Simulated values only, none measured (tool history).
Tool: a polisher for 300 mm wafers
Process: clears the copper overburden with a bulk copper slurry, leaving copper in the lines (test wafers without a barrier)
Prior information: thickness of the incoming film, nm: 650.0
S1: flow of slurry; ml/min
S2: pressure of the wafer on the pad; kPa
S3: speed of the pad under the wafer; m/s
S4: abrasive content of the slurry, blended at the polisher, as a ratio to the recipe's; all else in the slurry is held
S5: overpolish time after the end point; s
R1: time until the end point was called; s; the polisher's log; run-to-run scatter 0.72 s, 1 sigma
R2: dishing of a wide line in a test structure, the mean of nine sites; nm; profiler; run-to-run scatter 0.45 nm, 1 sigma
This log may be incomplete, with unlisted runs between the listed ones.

run,hour,S1,S2,S3,S4,S5,R1,R2
1,0.0,240,21.4,1.28,1.0,9,53.461,45.973
2,0.9,180,21.4,1.28,1.0,9,56.369,45.506
3,2.2,160,21.4,1.28,1.0,9,58.446,44.937
4,5.1,170,21.4,1.28,1.0,8,57.538,42.956
5,10.9,195,21.4,1.28,1.0,8,55.511,43.280
6,18.2,195,20.7,1.28,1.0,7,57.418,40.729

Run 7 has not been measured yet. What should we expect?
7,26.8,205,20.0,1.28,1.0,6,?,?

{"run 7": {"R1": 58.814, "R2": 36.658}}
